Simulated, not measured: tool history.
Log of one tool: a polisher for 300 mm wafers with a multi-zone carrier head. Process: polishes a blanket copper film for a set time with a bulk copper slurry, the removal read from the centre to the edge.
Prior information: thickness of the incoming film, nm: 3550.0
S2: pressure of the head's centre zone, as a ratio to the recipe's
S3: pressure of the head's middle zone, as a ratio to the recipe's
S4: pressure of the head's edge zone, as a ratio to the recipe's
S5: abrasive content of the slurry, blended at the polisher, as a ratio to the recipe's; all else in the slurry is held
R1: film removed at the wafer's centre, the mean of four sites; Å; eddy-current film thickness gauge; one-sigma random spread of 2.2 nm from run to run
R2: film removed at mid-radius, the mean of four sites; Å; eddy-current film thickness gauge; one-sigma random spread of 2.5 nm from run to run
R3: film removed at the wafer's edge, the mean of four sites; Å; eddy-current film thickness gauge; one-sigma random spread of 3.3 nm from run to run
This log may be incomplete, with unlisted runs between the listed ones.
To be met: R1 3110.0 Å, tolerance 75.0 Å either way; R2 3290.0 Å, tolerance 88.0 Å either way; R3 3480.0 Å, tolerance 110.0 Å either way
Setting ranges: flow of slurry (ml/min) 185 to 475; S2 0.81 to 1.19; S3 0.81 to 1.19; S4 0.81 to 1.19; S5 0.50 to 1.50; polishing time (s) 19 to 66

{"run": 1, "hour": 0.0, "flow of slurry (ml/min)": 305, "S2": 1.0, "S3": 1.0, "S4": 1.0, "S5": 1.0, "polishing time (s)": 42, "R1": 3767.9, "R2": 3593.4, "R3": 3576.7}
{"run": 2, "hour": 6.0, "flow of slurry (ml/min)": 250, "S2": 1.0, "S3": 1.0, "S4": 1.0, "S5": 1.0, "polishing time (s)": 42, "R1": 3731.0, "R2": 3498.4, "R3": 3549.1}
{"run": 3, "hour": 14.0, "flow of slurry (ml/min)": 250, "S2": 1.0, "S3": 1.0, "S4": 0.94, "S5": 1.0, "polishing time (s)": 42, "R1": 3713.4, "R2": 3504.4, "R3": 3390.3}
{"run": 4, "hour": 20.3, "flow of slurry (ml/min)": 240, "S2": 0.95, "S3": 0.99, "S4": 0.96, "S5": 1.0, "polishing time (s)": 42, "R1": 3522.2, "R2": 3467.5, "R3": 3391.3}
{"run": 5, "hour": 26.1, "flow of slurry (ml/min)": 240, "S2": 0.95, "S3": 0.99, "S4": 0.96, "S5": 1.0, "polishing time (s)": 51, "R1": 4267.5, "R2": 4146.0, "R3": 4154.6}
{"run": 6, "hour": 32.5, "flow of slurry (ml/min)": 240, "S2": 0.9, "S3": 0.99, "S4": 0.96, "S5": 1.0, "polishing time (s)": 51, "R1": 4136.3, "R2": 4170.3, "R3": 4058.5}
{"run": 7, "hour": 35.1, "flow of slurry (ml/min)": 225, "S2": 0.87, "S3": 0.98, "S4": 1.0, "S5": 0.85, "polishing time (s)": 50, "R1": 3673.7, "R2": 3799.3, "R3": 3922.4}
{"run": 8, "hour": 39.0, "flow of slurry (ml/min)": 220, "S2": 0.85, "S3": 0.97, "S4": 0.99, "S5": 0.75, "polishing time (s)": 50, "R1": 3446.7, "R2": 3660.9, "R3": 3705.8}
{"run": 9, "hour": 41.4, "flow of slurry (ml/min)": 215, "S2": 0.84, "S3": 0.95, "S4": 0.99, "S5": 0.7, "polishing time (s)": 50, "R1": 3331.9, "R2": 3536.8, "R3": 3727.4}
{"run": 10, "hour": 44.0, "flow of slurry (ml/min)": 210, "S2": 0.83, "S3": 0.93, "S4": 0.97, "S5": 0.65, "polishing time (s)": 50, "R1": 3221.0, "R2": 3336.9, "R3": 3498.9}
{"run": 11, "hour": 50.8, "flow of slurry (ml/min)": 205, "S2": 0.82, "S3": 0.93, "S4": 0.97, "S5": 0.65, "polishing time (s)": 50, "R1": 3228.1, "R2": 3294.1, "R3": 3528.5}

Of the 4 settings listed for the next run, only one would bring every result within its allowed miss of target. Which one?
{"run": "A", "hour": 57.6, "flow of slurry (ml/min)": 215, "S2": 0.88, "S3": 0.94, "S4": 1.0, "S5": 0.7, "polishing time (s)": 47, "R1": "?", "R2": "?", "R3": "?"}
{"run": "B", "hour": 57.6, "flow of slurry (ml/min)": 265, "S2": 0.83, "S3": 0.9, "S4": 0.99, "S5": 0.6, "polishing time (s)": 51, "R1": "?", "R2": "?", "R3": "?"}
{"run": "C", "hour": 57.6, "flow of slurry (ml/min)": 205, "S2": 0.81, "S3": 0.93, "S4": 0.98, "S5": 0.8, "polishing time (s)": 46, "R1": "?", "R2": "?", "R3": "?"}
{"run": "D", "hour": 57.6, "flow of slurry (ml/min)": 195, "S2": 0.81, "S3": 0.99, "S4": 1.11, "S5": 0.65, "polishing time (s)": 47, "R1": "?", "R2": "?", "R3": "?"}

move=A R1=3285.7 R2=3232.7 R3=3512.1
move=B R1=3352.1 R2=3318.8 R3=3694.1
move=C R1=3113.9 R2=3241.0 R3=3524.8
move=D R1=2956.4 R2=3244.0 R3=3566.0
A: its largest miss is bigger than the last run's
B: its largest miss is bigger than the last run's
C: meets every target
D: pushes the last run's worst result past its target
Answer: C
